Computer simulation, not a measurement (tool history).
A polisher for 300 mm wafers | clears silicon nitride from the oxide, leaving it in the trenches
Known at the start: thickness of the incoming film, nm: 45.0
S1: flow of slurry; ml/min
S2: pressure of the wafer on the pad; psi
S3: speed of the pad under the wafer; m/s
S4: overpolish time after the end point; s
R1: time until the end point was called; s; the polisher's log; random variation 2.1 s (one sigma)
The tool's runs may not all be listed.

{"run": 1, "hour": 0.0, "S1": 145, "S2": 1.9, "S3": 0.82, "S4": 4, "R1": 96.714}
{"run": 2, "hour": 1.2, "S1": 145, "S2": 1.6, "S3": 0.82, "S4": 4, "R1": 114.61}
{"run": 3, "hour": 4.9, "S1": 170, "S2": 1.6, "S3": 0.82, "S4": 4, "R1": 110.59}
{"run": 4, "hour": 13.4, "S1": 165, "S2": 1.4, "S3": 0.82, "S4": 4, "R1": 128.41}
{"run": 5, "hour": 18.2, "S1": 165, "S2": 1.9, "S3": 0.82, "S4": 4, "R1": 99.634}
{"run": 6, "hour": 19.2, "S1": 165, "S2": 1.9, "S3": 0.96, "S4": 4, "R1": 84.184}

Run 7 comes next. What will it give?
{"run": 7, "hour": 28.1, "S1": 165, "S2": 1.6, "S3": 0.92, "S4": 4, "R1": "?"}

{"run 7": {"R1": 103.69}}
